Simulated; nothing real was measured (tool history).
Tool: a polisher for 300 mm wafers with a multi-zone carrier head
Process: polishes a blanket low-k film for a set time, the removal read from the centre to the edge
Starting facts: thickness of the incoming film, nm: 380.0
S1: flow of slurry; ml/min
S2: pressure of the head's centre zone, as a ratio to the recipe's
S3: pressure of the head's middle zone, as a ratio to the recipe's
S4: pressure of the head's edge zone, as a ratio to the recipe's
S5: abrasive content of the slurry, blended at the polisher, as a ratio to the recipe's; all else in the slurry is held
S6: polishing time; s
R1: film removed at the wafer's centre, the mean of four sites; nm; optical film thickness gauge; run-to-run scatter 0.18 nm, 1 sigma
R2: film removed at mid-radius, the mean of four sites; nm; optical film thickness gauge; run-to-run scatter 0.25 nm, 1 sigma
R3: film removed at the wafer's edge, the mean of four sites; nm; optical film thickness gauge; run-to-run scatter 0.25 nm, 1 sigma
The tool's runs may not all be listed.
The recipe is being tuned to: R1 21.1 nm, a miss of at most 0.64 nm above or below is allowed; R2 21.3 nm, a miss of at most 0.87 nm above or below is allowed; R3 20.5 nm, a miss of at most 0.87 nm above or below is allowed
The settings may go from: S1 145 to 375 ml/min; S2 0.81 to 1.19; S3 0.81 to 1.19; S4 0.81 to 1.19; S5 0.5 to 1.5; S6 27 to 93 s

run 1 hour=0 | S1=240 S2=1 S3=1 S4=1 S5=1 S6=59 | R1=12.992 R2=12.494 R3=12.581
run 2 hour=1 | S1=240 S2=1 S3=0.93 S4=1 S5=1 S6=59 | R1=12.92 R2=12.02 R3=12.821
run 3 hour=5.7 | S1=245 S2=1 S3=0.95 S4=1.01 S5=1.05 S6=61 | R1=14.04 R2=12.585 R3=13.614
run 4 hour=8.5 | S1=240 S2=0.99 S3=0.97 S4=1 S5=1.1 S6=63 | R1=14.63 R2=14.057 R3=14.58
run 5 hour=17.2 | S1=240 S2=0.99 S3=0.97 S4=1 S5=1.25 S6=63 | R1=15.706 R2=15.046 R3=15.361
run 6 hour=24.1 | S1=240 S2=0.99 S3=0.97 S4=1 S5=1.45 S6=63 | R1=17.032 R2=15.778 R3=16.592
run 7 hour=31.3 | S1=245 S2=0.99 S3=0.99 S4=1.01 S5=1.45 S6=64 | R1=17.225 R2=16.195 R3=17.309
run 8 hour=37.1 | S1=245 S2=1 S3=1.01 S4=1.01 S5=1.45 S6=65 | R1=17.306 R2=17.189 R3=17.337
run 9 hour=45.1 | S1=250 S2=1.01 S3=1.02 S4=1.02 S5=1.45 S6=66 | R1=18.042 R2=17.801 R3=17.453

5 next moves are on the table. One of them brings every result within its allowed miss. Which?
run A hour=53.1 | S1=275 S2=0.89 S3=0.81 S4=1.03 S5=1.4 S6=86 | R1=? R2=? R3=?
run B hour=53.1 | S1=190 S2=0.89 S3=0.86 S4=1.11 S5=1.5 S6=83 | R1=? R2=? R3=?
run C hour=53.1 | S1=240 S2=0.99 S3=1.03 S4=0.93 S5=1.3 S6=84 | R1=? R2=? R3=?
run D hour=53.1 | S1=240 S2=0.93 S3=0.98 S4=1.01 S5=1.5 S6=81 | R1=? R2=? R3=?
run E hour=53.1 | S1=230 S2=0.94 S3=1.01 S4=1.07 S5=1.4 S6=76 | R1=? R2=? R3=?

move=A R1=21.039 R2=19.048 R3=22.853
move=B R1=19.828 R2=18.863 R3=22.661
move=C R1=21.364 R2=21.248 R3=20.318
move=D R1=20.833 R2=21.019 R3=21.671
move=E R1=19.037 R2=19.492 R3=20.173
A: gets the furthest-off result to its target, but another result is out of tolerance
B: gains on the last run, yet a result remains outside its allowed miss
C: every result lands within tolerance
D: gets the furthest-off result to its target, but another result is out of tolerance
E: gains on the last run, yet a result remains outside its allowed miss
Answer: C

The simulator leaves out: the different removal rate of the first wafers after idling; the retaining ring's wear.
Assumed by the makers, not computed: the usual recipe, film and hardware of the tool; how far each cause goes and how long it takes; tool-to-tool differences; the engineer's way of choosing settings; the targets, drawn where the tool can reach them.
